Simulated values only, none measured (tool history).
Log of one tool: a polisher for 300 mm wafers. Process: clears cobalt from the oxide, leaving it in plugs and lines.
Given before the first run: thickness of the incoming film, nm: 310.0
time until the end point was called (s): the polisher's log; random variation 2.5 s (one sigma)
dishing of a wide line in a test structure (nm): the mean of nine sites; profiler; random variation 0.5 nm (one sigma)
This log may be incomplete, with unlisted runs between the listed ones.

run	hour	flow of slurry (ml/min)	pressure of the wafer on the pad (kPa)	speed of the pad under the wafer (cm/s)	overpolish time after the end point (s)	time until the end point was called (s)	dishing of a wide line in a test structure (nm)
1	0	220	11	98	22	96.432	38.526
2	7.8	265	11	98	22	96.765	39.744
3	11.1	265	12.4	98	22	86.337	38.699
4	13.8	265	12.4	108	22	77.433	41.746
5	15.4	255	12.4	94	18	89.347	35.135
6	19.1	250	12.4	84	15	101.83	31.967
7	23	235	13.1	74	13	103.43	25.996

Run 8 has not been measured yet. What should we expect?
8	24.9	235	12.4	72	12	?	?

Run 8 measured time until the end point was called (s) 119.7, dishing of a wide line in a test structure (nm) 23.32.
